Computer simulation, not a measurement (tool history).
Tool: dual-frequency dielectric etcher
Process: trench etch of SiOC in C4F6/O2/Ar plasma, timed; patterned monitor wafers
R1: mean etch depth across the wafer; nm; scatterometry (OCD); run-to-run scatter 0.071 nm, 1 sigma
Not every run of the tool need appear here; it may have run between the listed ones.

run 1 hour=0 | source_power_(W)=380 bias_power_(W)=141 etch_time_(s)=9 | R1=15.542
run 2 hour=1.5 | source_power_(W)=360 bias_power_(W)=139 etch_time_(s)=9 | R1=15.366
run 3 hour=8 | source_power_(W)=400 bias_power_(W)=139 etch_time_(s)=9 | R1=15.918
run 4 hour=10.8 | source_power_(W)=380 bias_power_(W)=136 etch_time_(s)=9 | R1=15.503
run 5 hour=19.2 | source_power_(W)=380 bias_power_(W)=153 etch_time_(s)=9 | R1=16.36
run 6 hour=24.4 | source_power_(W)=320 bias_power_(W)=153 etch_time_(s)=9 | R1=15.354
run 7 hour=27.6 | source_power_(W)=320 bias_power_(W)=153 etch_time_(s)=9 | R1=15.209

Run 8 has not been measured yet. What should we expect?
run 8 hour=34.1 | source_power_(W)=310 bias_power_(W)=152 etch_time_(s)=9 | R1=?

{"run 8": {"R1": 15.137}}

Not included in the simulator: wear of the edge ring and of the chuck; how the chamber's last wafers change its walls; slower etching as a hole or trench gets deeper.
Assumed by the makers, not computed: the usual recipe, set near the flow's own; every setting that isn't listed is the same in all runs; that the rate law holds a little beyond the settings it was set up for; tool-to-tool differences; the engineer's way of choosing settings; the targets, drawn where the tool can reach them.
